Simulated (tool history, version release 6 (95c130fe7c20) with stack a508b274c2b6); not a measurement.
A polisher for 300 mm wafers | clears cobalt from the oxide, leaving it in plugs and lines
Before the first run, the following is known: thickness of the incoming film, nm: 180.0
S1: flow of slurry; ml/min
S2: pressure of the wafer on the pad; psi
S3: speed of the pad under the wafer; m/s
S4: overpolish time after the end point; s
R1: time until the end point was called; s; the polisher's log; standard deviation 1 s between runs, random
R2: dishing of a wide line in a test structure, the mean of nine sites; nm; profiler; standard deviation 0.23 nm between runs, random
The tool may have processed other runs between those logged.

run  hour   S1   S2    S3  S4      R1      R2
  1   0.0  255  1.8  1.06  19  41.805  13.416
  2   1.6  255  1.8  1.06  15  40.229  13.130
  3   8.0  255  1.6  1.04  14  46.163  13.206
  4  13.7  255  1.6  1.04   7  47.025  11.759
  5  22.4  255  1.5  1.04   7  49.226  11.983
  6  25.6  255  1.4  1.04   7  53.917  11.509
  7  30.5  255  1.4  1.04   8  55.197  11.587

For run 8, what comes out?
  8  37.7  255  1.4  1.04   9   ?   ?

Run 8 produced R1 51.715 s, R2 12.321 nm.

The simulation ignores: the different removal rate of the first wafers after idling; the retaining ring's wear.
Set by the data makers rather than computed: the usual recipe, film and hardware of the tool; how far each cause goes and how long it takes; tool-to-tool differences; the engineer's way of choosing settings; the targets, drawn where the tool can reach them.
